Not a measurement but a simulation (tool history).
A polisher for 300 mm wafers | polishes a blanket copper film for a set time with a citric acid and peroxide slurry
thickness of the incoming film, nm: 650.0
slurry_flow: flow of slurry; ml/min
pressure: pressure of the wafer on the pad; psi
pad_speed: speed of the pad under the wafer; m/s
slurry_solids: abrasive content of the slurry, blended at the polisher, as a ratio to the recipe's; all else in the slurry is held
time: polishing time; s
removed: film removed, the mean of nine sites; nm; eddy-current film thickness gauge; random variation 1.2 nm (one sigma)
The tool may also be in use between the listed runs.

run,day,slurry_flow,pressure,pad_speed,slurry_solids,time,removed
1,0,125,2.5,1.04,1,70,118.64
2,0.121,125,2.5,1.04,1.2,70,124.16
3,0.45,150,2.5,1.04,1.2,70,125.77
4,0.721,150,3,1.04,1.2,70,151.03
5,0.883,160,3,1.04,1.2,70,151.95
6,1.192,190,3,1.04,1.2,70,159.39
7,1.371,190,2.7,1.02,1.2,70,139.42
8,1.417,190,2.7,1.02,1.2,70,142.44

Forecast run 9:
9,1.729,185,2.5,1.02,1.2,70,?

{"run 9": {"removed": 131.09}}
